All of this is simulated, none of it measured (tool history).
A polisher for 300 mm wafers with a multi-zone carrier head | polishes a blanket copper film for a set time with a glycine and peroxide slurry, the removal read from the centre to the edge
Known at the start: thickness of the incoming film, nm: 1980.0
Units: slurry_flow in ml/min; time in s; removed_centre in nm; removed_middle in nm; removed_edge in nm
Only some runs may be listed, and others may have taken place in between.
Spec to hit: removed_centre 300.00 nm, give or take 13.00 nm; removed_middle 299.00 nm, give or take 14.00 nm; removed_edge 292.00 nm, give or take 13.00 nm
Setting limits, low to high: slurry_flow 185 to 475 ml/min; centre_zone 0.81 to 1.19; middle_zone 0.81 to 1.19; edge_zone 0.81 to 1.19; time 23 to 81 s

run  hour  slurry_flow  centre_zone  middle_zone  edge_zone  time  removed_centre  removed_middle  removed_edge
  1   0.0          305         1.00         1.00       1.00    52          228.16          234.11        239.52
  2   6.5          305         1.01         1.01       1.01    53          238.11          244.75        242.86
  3   8.4          305         1.02         1.01       1.02    54          242.69          251.58        250.65
  4  16.6          305         1.02         1.01       1.02    49          219.79          225.42        225.96
  5  24.7          305         1.02         1.01       0.98    49          214.14          225.81        226.72
  6  31.8          305         1.02         1.07       0.98    49          219.50          233.41        230.28
  7  37.5          305         1.03         1.07       0.99    50          221.24          237.84        232.89
  8  43.5          305         1.04         1.07       0.99    51          232.89          242.28        239.80
  9  50.2          305         1.05         1.08       0.99    52          239.61          245.40        243.58
 10  51.0          305         1.05         1.08       0.99    52          238.65          245.80        232.77

Below are 4 possible settings for the next run. Only one of them brings all results inside the allowed miss of their targets. Which is it?
  A  51.8          260         1.08         1.04       1.01    65               ?               ?             ?
  B  51.8          265         0.93         0.85       0.97    71               ?               ?             ?
  C  51.8          260         0.87         0.98       1.00    76               ?               ?             ?
  D  51.8          320         0.97         0.93       1.09    45               ?               ?             ?

move  removed_centre  removed_middle  removed_edge
   A          303.78          297.45        303.55
   B          293.85          297.85        326.88
   C          297.62          338.68        353.58
   D          196.47          199.54        220.59
A: in spec on every target
B: the worst result of the last run now meets its target, but another is out of spec
C: the worst result of the last run now meets its target, but another is out of spec
D: misses by more than the last run did
So the answer is move A, the one that meets all the targets.
